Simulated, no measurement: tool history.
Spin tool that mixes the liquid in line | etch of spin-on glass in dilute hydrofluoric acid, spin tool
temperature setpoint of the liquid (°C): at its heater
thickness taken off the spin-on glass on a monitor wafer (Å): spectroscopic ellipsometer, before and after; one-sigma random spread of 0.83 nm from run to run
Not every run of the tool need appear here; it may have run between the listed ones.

| run | day | temperature setpoint of the liquid (°C) | parts of water to one part of 49 % hydrofluoric acid (parts by volume) | time under the liquid (s) | thickness taken off the spin-on glass on a monitor wafer (Å) |
|---|---|---|---|---|---|
| 1 | 0 | 22 | 75 | 80 | 564.17 |
| 2 | 0.058 | 22 | 75 | 80 | 567.54 |
| 3 | 0.271 | 22 | 60 | 80 | 717.61 |
| 4 | 0.458 | 22 | 60 | 85 | 762.06 |
| 5 | 0.533 | 23 | 60 | 85 | 791.31 |
| 6 | 0.721 | 25 | 60 | 85 | 865.16 |
| 7 | 0.942 | 25.5 | 60 | 85 | 875.21 |
| 8 | 1.196 | 26 | 60 | 85 | 899.28 |

Predict the results of run 9:
| 9 | 1.371 | 26.5 | 60 | 85 | ? |

{"run 9": {"thickness taken off the spin-on glass on a monitor wafer (Å)": 918.83}}
